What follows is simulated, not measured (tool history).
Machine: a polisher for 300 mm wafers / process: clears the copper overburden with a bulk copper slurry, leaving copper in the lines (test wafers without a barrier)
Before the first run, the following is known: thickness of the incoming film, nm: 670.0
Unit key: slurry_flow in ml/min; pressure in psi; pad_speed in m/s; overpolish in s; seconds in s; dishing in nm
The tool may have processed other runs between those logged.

Run 1, day 0.000: slurry_flow 230 ml/min, pressure 1.8 psi, pad_speed 0.96 m/s, slurry_solids 1.0, overpolish 12 s. Result: seconds 102.550 s, dishing 46.905 nm.
Run 2, day 0.167: slurry_flow 230 ml/min, pressure 2.2 psi, pad_speed 0.96 m/s, slurry_solids 1.0, overpolish 12 s. Result: seconds 84.472 s, dishing 54.907 nm.
Run 3, day 0.217: slurry_flow 230 ml/min, pressure 2.2 psi, pad_speed 1.08 m/s, slurry_solids 1.0, overpolish 12 s. Result: seconds 73.407 s, dishing 60.028 nm.
Run 4, day 0.371: slurry_flow 230 ml/min, pressure 2.2 psi, pad_speed 1.08 m/s, slurry_solids 1.0, overpolish 16 s. Result: seconds 75.932 s, dishing 72.702 nm.
Run 5, day 0.429: slurry_flow 230 ml/min, pressure 2.2 psi, pad_speed 1.08 m/s, slurry_solids 1.0, overpolish 12 s. Result: seconds 74.707 s, dishing 60.208 nm.
Run 6, day 0.775: slurry_flow 230 ml/min, pressure 2.2 psi, pad_speed 0.88 m/s, slurry_solids 1.0, overpolish 12 s. Result: seconds 94.041 s, dishing 52.120 nm.

The next listed run, before its measurement:
Run 7, day 0.896: slurry_flow 230 ml/min, pressure 1.9 psi, pad_speed 0.86 m/s, slurry_solids 1.0, overpolish 13 s. Result: seconds ?, dishing ?.

seconds: 107.310 s
dishing: 47.902 nm

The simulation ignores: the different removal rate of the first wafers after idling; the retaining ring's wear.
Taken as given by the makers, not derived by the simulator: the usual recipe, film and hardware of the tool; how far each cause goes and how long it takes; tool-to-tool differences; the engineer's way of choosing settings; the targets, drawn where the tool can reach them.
